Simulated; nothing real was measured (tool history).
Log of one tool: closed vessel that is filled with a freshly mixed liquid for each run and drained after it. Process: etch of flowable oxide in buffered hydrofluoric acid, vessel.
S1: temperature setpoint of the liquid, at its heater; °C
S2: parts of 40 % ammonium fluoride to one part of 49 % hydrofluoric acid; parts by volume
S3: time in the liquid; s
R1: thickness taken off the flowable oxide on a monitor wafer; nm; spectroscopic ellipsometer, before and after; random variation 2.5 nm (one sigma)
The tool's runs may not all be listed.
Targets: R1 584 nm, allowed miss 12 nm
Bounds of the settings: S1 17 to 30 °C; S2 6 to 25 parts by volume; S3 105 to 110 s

run	day	S1	S2	S3	R1
1	0	22	15.5	105	270.43
2	0.275	22	17.5	105	241.23
3	0.621	22	21	105	202.27
4	0.708	22	21	105	203.57
5	0.929	24.5	17.5	105	275.59
6	1.304	24.5	20.5	105	239.56
7	1.479	24.5	20.5	105	238.79
8	1.538	26	17	105	309.48
9	1.767	27	14.5	105	381.64
10	1.871	28	13	105	448.74
11	2.117	28.5	12	105	497.7
12	2.225	29	11.5	105	528.84
13	2.354	29.5	11.5	105	542.5

Which of these 5 next moves meets every target?
A	2.483	30	11	110	?
B	2.483	30	11	105	?
C	2.483	30	11.5	105	?
D	2.483	30	10.5	105	?
E	2.483	25.5	9.5	110	?

move	R1
A	611
B	583.23
C	558.52
D	610.23
E	544.91
A: takes the result that was furthest off past its target
B: meets every target
C: nearer than the last run, and not there yet
D: takes the result that was furthest off past its target
E: nearer than the last run, and not there yet
Move B is the one to make.
